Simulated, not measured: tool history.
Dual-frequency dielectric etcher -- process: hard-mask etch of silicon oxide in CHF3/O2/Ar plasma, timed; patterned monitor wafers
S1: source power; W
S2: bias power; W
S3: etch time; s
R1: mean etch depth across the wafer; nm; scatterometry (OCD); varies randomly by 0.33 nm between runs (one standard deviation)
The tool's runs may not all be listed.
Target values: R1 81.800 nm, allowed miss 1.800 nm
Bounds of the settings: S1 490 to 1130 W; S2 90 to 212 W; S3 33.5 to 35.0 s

run,day,S1,S2,S3,R1
1,0.000,810,151,33.5,69.855
2,0.029,850,153,33.5,71.040
3,0.058,880,156,33.5,72.347
4,0.308,910,159,33.5,73.355
5,0.450,910,137,33.5,69.942
6,0.712,910,151,33.5,71.784
7,0.958,930,156,33.5,73.804
8,1.079,950,158,33.5,75.056
9,1.383,970,159,33.5,75.274
10,1.596,990,161,33.5,76.509
# day 1.646: wet clean of the chamber
11,1.646,1000,162,33.5,79.313

Next run, 5 choices. One meets every target within its allowed miss, the rest don't. Which?
A,1.696,1030,197,34.0,?
B,1.696,950,155,34.0,?
C,1.696,1130,162,35.0,?
D,1.696,1120,135,35.0,?
E,1.696,1040,170,35.0,?

move,R1
A,87.100
B,78.335
C,86.387
D,81.180
E,85.526
A: takes the biggest miss from the last run beyond its target
B: further off than the last run
C: takes the biggest miss from the last run beyond its target
D: every result lands within tolerance
E: takes the biggest miss from the last run beyond its target
So the answer is move D, the one that meets all the targets.
